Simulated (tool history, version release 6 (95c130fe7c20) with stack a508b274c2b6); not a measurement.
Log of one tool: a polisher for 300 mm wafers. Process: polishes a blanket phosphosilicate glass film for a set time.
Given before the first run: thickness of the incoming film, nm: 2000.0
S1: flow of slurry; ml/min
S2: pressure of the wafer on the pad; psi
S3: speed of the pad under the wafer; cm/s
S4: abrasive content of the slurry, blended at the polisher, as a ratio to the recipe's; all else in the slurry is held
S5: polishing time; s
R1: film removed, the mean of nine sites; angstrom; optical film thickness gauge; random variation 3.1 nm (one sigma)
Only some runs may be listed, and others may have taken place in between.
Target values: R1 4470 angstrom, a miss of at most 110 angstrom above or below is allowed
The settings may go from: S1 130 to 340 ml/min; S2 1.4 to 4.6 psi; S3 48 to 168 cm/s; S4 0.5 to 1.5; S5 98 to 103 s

run,hour,S1,S2,S3,S4,S5,R1
1,0,220,3,108,1,98,7500.1
2,8.2,220,2.8,108,1,98,7100
3,12.4,220,2.8,108,1.1,98,7720.4
4,21.1,220,2.6,106,1.1,98,7194.5
5,28.7,220,2.6,132,1.1,98,8059.8
# hour 31.3: slurry blender recalibrated
6,31.3,220,2.2,132,1.1,98,7994.5
7,39.2,220,2.1,124,1.1,98,7354.8
8,45.3,220,2,116,1.1,98,6905
9,49.7,220,1.9,110,1.1,98,6403.7
10,57.1,195,1.4,80,1.1,98,4268.9
11,59.6,200,1.4,80,1.1,98,4226.5
12,67.8,205,1.4,80,1.1,98,4310.2
13,71.5,210,1.4,80,1.1,98,4238.2

Consider the 5 candidate settings below. Which is the only one whose results all fall within their allowed miss of target?
A,75.2,205,1.5,72,1,100,?
B,75.2,175,1.4,68,1.2,98,?
C,75.2,165,1.6,62,1.05,101,?
D,75.2,175,1.5,74,1.15,100,?
E,75.2,215,1.6,66,1,98,?

move,R1
A,4067.5
B,4013.8
C,3994
D,4379
E,4032.4
A: lands further from the targets than the last run did
B: lands further from the targets than the last run did
C: lands further from the targets than the last run did
D: hits every target within its allowed miss
E: lands further from the targets than the last run did
The move that meets every target is D.
